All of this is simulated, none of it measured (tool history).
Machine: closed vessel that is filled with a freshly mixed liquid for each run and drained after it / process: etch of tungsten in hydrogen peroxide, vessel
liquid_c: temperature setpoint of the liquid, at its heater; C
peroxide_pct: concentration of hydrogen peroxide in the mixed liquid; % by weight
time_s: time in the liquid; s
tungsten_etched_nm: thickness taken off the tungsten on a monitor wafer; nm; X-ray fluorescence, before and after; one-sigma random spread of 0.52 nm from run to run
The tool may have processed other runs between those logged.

Run 1, hour 0.0: liquid_c 55.0 C, peroxide_pct 20.0 % by weight, time_s 105 s. Result: tungsten_etched_nm 123.280 nm.
Run 2, hour 1.7: liquid_c 55.0 C, peroxide_pct 20.0 % by weight, time_s 105 s. Result: tungsten_etched_nm 124.540 nm.
Run 3, hour 8.0: liquid_c 53.0 C, peroxide_pct 20.0 % by weight, time_s 105 s. Result: tungsten_etched_nm 110.320 nm.
Run 4, hour 10.4: liquid_c 59.0 C, peroxide_pct 20.0 % by weight, time_s 105 s. Result: tungsten_etched_nm 157.550 nm.
Run 5, hour 16.4: liquid_c 59.0 C, peroxide_pct 24.0 % by weight, time_s 105 s. Result: tungsten_etched_nm 172.810 nm.
Run 6, hour 17.3: liquid_c 53.0 C, peroxide_pct 24.0 % by weight, time_s 105 s. Result: tungsten_etched_nm 121.540 nm.
Run 7, hour 24.9: liquid_c 51.0 C, peroxide_pct 24.0 % by weight, time_s 105 s. Result: tungsten_etched_nm 106.500 nm.

Expected results for the next run?
Run 8, hour 30.0: liquid_c 49.5 C, peroxide_pct 24.0 % by weight, time_s 105 s. Result: tungsten_etched_nm ?.

{"run 8": {"tungsten_etched_nm": 97.234}}
